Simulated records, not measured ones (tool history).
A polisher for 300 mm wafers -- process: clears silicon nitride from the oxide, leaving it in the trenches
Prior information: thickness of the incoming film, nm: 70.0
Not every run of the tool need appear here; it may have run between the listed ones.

run  hour  flow of slurry (ml/min)  pressure of the wafer on the pad (psi)  speed of the pad under the wafer (cm/s)  overpolish time after the end point (s)  time until the end point was called (s)
  1     0                      225                                     2.5                                       82                                        3                                   112.87
  2   1.4                      225                                     2.5                                       62                                        3                                   138.35
  3   7.2                      175                                     2.5                                       62                                        3                                   147.25
  4  13.1                      180                                     2.5                                       62                                        3                                   146.47
  5  15.3                      180                                     2.5                                       52                                        3                                   167.49
  6  19.9                      180                                     1.9                                       52                                        3                                   200.04
  7  25.6                      185                                       2                                       52                                        3                                   188.21
  8  29.3                      190                                     2.1                                       52                                        3                                    181.8
  9  33.9                      195                                     2.2                                       52                                        3                                      182
 10  37.8                      195                                     2.3                                       52                                        3                                   172.83
 11  41.6                      200                                     2.4                                       52                                        3                                   169.79
 12  42.3                      200                                     2.5                                       52                                        3                                   158.64

For run 13, what comes out?
 13  49.8                      205                                     2.5                                       52                                        3                                        ?

{"run 13": {"time until the end point was called (s)": 161.76}}
